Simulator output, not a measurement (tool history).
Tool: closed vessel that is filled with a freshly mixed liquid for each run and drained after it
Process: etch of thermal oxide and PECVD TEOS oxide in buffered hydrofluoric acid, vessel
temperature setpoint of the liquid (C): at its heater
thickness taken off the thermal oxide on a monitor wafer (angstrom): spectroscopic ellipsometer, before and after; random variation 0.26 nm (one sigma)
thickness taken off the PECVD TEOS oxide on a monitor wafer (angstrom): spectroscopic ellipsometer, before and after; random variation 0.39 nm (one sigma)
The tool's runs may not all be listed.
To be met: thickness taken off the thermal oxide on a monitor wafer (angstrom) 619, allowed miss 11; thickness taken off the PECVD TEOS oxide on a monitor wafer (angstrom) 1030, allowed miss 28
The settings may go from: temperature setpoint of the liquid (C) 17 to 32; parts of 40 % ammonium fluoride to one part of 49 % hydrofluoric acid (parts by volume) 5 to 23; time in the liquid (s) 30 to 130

run  hour  temperature setpoint of the liquid (C)  parts of 40 % ammonium fluoride to one part of 49 % hydrofluoric acid (parts by volume)  time in the liquid (s)  thickness taken off the thermal oxide on a monitor wafer (angstrom)  thickness taken off the PECVD TEOS oxide on a monitor wafer (angstrom)
  1     0                                      25                                                                                       14                      65                                                               557.74                                                                  921.86
  2   4.6                                    25.5                                                                                       14                      65                                                               565.97                                                                  940.67
  3  11.4                                    25.5                                                                                       14                      40                                                               349.27                                                                  583.34
  4  18.5                                      22                                                                                       14                      40                                                               291.16                                                                  476.85
  5  22.6                                      25                                                                                       13                      40                                                                366.2                                                                  609.79
  6    30                                    28.5                                                                                       13                      40                                                               439.22                                                                  730.27
  7  35.7                                    29.5                                                                                       12                      40                                                               506.32                                                                  838.36
  8  42.4                                    30.5                                                                                     11.5                      40                                                               553.78                                                                  919.97
  9  45.7                                      31                                                                                     11.5                      40                                                               568.48                                                                  943.51
 10  53.6                                    31.5                                                                                     11.5                      40                                                               580.81                                                                  966.09

5 next moves are on the table. One of them brings every result within its allowed miss. Which?
  A  61.5                                      32                                                                                       13                      40                                                                    ?                                                                       ?
  B  61.5                                      32                                                                                       23                      75                                                                    ?                                                                       ?
  C  61.5                                      32                                                                                      9.5                      30                                                                    ?                                                                       ?
  D  61.5                                    28.5                                                                                     13.5                      50                                                                    ?                                                                       ?
  E  61.5                                      31                                                                                       16                      60                                                                    ?                                                                       ?

move  thickness taken off the thermal oxide on a monitor wafer (angstrom)  thickness taken off the PECVD TEOS oxide on a monitor wafer (angstrom)
   A                                                               530.69                                                                  881.02
   B                                                               593.21                                                                  984.81
   C                                                               530.67                                                                  880.98
   D                                                               532.12                                                                  883.38
   E                                                               616.68                                                                  1023.8
A: further off than the last run
B: nearer than the last run, and not there yet
C: further off than the last run
D: further off than the last run
E: meets every target
Move E is the one to make.

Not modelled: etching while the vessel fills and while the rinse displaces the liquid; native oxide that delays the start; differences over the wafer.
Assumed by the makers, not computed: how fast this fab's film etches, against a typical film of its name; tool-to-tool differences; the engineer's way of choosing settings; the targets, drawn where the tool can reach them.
